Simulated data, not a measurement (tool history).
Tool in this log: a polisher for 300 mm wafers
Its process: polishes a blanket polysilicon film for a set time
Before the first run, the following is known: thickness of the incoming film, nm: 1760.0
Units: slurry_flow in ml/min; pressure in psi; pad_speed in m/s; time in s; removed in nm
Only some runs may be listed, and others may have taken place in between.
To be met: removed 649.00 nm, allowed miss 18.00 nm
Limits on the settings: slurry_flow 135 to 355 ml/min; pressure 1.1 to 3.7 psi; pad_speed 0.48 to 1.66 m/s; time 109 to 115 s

run 1 hour=0.0 | slurry_flow=225 pressure=2.4 pad_speed=1.06 time=109 | removed=841.51
run 2 hour=0.9 | slurry_flow=220 pressure=2.3 pad_speed=1.06 time=109 | removed=799.71
run 3 hour=6.3 | slurry_flow=255 pressure=2.3 pad_speed=1.06 time=109 | removed=811.59
run 4 hour=10.4 | slurry_flow=255 pressure=2.5 pad_speed=1.06 time=109 | removed=891.58
run 5 hour=15.2 | slurry_flow=300 pressure=2.5 pad_speed=1.06 time=109 | removed=902.92
run 6 hour=18.4 | slurry_flow=245 pressure=2.5 pad_speed=1.06 time=109 | removed=878.14
run 7 hour=25.2 | slurry_flow=240 pressure=2.3 pad_speed=1.06 time=109 | removed=810.14
run 8 hour=26.0 | slurry_flow=240 pressure=2.2 pad_speed=1.06 time=109 | removed=784.46
run 9 hour=27.6 | slurry_flow=235 pressure=2.1 pad_speed=1.06 time=109 | removed=748.07
run 10 hour=32.0 | slurry_flow=235 pressure=2.0 pad_speed=1.06 time=109 | removed=706.53
run 11 hour=40.0 | slurry_flow=235 pressure=1.9 pad_speed=1.06 time=109 | removed=684.25

Exercise: of the 5 proposed moves below, exactly one satisfies all targets within the stated allowed misses. Which move is it?
run A hour=48.0 | slurry_flow=165 pressure=2.0 pad_speed=1.08 time=109 | removed=?
run B hour=48.0 | slurry_flow=190 pressure=1.7 pad_speed=1.26 time=115 | removed=?
run C hour=48.0 | slurry_flow=225 pressure=1.1 pad_speed=1.50 time=112 | removed=?
run D hour=48.0 | slurry_flow=150 pressure=2.1 pad_speed=1.12 time=110 | removed=?
run E hour=48.0 | slurry_flow=245 pressure=1.7 pad_speed=1.12 time=109 | removed=?

move=A removed=683.65
move=B removed=741.73
move=C removed=601.14
move=D removed=733.17
move=E removed=649.11
A: neither nearer nor further off than the last run
B: the biggest miss grows against the last run
C: takes the biggest miss from the last run beyond its target
D: the biggest miss grows against the last run
E: every result within its allowed miss
E is the move that brings every result within its allowed miss.
